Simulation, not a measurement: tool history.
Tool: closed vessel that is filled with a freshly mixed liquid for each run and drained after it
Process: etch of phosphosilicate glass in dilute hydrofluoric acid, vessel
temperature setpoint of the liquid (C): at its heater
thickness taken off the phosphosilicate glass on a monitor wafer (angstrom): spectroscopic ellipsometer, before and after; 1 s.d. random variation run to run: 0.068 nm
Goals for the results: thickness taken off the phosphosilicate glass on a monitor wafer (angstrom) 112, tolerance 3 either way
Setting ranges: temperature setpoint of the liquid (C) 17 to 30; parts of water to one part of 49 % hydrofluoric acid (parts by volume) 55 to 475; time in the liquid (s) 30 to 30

run  hour  temperature setpoint of the liquid (C)  parts of water to one part of 49 % hydrofluoric acid (parts by volume)  time in the liquid (s)  thickness taken off the phosphosilicate glass on a monitor wafer (angstrom)
  1     0                                      22                                                                     265                      30                                                                       161.36
  2   1.1                                      24                                                                     265                      30                                                                       172.61
  3     3                                      24                                                                     210                      30                                                                       231.92
  4  10.4                                      24                                                                     210                      30                                                                       231.62
  5    12                                    22.5                                                                     230                      30                                                                       198.13
  6  19.3                                    21.5                                                                     245                      30                                                                       172.84
  7  22.8                                    20.5                                                                     255                      30                                                                       158.78
  8  27.4                                      20                                                                     265                      30                                                                       148.99
  9  31.1                                    19.5                                                                     270                      30                                                                       142.64
 10  35.9                                      19                                                                     275                      30                                                                       136.93
 11  37.2                                    18.5                                                                     280                      30                                                                       131.13
 12  40.9                                      18                                                                     285                      30                                                                       126.39
 13  46.9                                      18                                                                     290                      30                                                                        124.6
 14  48.2                                      18                                                                     295                      30                                                                       121.39
 15    52                                      18                                                                     295                      30                                                                       120.99
 16  59.6                                    17.5                                                                     300                      30                                                                       115.99

5 candidate next runs follow, results not yet known. Just one meets every target within its allowed miss. Identify it.
  A  67.2                                      17                                                                     280                      30                                                                            ?
  B  67.2                                    17.5                                                                     295                      30                                                                            ?
  C  67.2                                    22.5                                                                     365                      30                                                                            ?
  D  67.2                                      17                                                                     320                      30                                                                            ?
  E  67.2                                    18.5                                                                     320                      30                                                                            ?

move  thickness taken off the phosphosilicate glass on a monitor wafer (angstrom)
   A                                                                       125.17
   B                                                                       119.45
   C                                                                       108.15
   D                                                                       105.74
   E                                                                       111.73
A: misses by more than the last run did
B: misses by more than the last run did
C: takes the result that was furthest off past its target
D: takes the result that was furthest off past its target
E: in spec on every target
E meets every target.
